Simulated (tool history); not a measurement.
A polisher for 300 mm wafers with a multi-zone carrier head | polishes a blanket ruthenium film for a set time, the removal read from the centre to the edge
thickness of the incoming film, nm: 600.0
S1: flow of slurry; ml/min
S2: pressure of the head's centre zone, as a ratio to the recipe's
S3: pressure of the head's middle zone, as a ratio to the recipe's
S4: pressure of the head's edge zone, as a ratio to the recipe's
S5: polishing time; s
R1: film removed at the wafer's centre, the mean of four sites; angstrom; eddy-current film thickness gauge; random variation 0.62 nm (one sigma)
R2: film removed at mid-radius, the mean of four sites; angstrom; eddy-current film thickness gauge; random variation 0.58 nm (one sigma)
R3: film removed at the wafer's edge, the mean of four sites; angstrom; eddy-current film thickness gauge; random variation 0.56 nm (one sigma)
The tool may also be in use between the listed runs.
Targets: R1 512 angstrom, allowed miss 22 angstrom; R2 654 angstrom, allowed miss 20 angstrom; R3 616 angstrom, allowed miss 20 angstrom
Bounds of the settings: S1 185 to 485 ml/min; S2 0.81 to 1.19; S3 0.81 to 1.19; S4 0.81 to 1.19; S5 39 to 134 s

run,hour,S1,S2,S3,S4,S5,R1,R2,R3
1,0,310,1,1,1,86,1114.8,1097.3,1181.4
2,5,285,0.95,1.02,0.96,72,893.41,942.2,957.3
3,5.8,265,0.91,1.03,0.96,62,722.68,810.18,825.46
4,9.9,265,0.91,1.03,0.96,72,817.21,947.21,950.37
5,17.5,255,0.88,1.03,0.93,64,716.15,845.65,828.51
6,23.8,245,0.86,1.03,0.92,59,641.91,758.63,757.23
7,27.7,235,0.85,1.04,0.9,56,587.44,722.59,713.96
8,35.9,235,0.85,1.04,0.9,56,587.35,729.52,708.91
9,37.8,230,0.84,1.04,0.88,55,569.92,710.26,678.81
10,44.8,220,0.83,1.03,0.87,54,562.76,692.62,660.14
11,46.9,215,0.82,1.03,0.87,53,538.57,674.4,648.08
12,51.8,200,0.81,1.04,0.83,50,489.27,632.76,600.06

Which of these 5 next moves meets every target?
A,56.7,330,0.91,1.17,0.83,46,?,?,?
B,56.7,185,0.81,0.95,0.93,49,?,?,?
C,56.7,220,0.85,1.1,0.89,49,?,?,?
D,56.7,460,0.96,1.16,0.81,44,?,?,?
E,56.7,185,0.81,1.06,0.98,50,?,?,?

move,R1,R2,R3
A,536.4,666.31,566.52
B,464.56,569.03,601.61
C,504.7,647.15,601.14
D,557.41,650.3,546.95
E,474.33,624.85,629.25
A: brings the result that was furthest off to its target, and leaves another outside
B: further off than the last run
C: meets every target
D: brings the result that was furthest off to its target, and leaves another outside
E: further off than the last run
The right move is C.
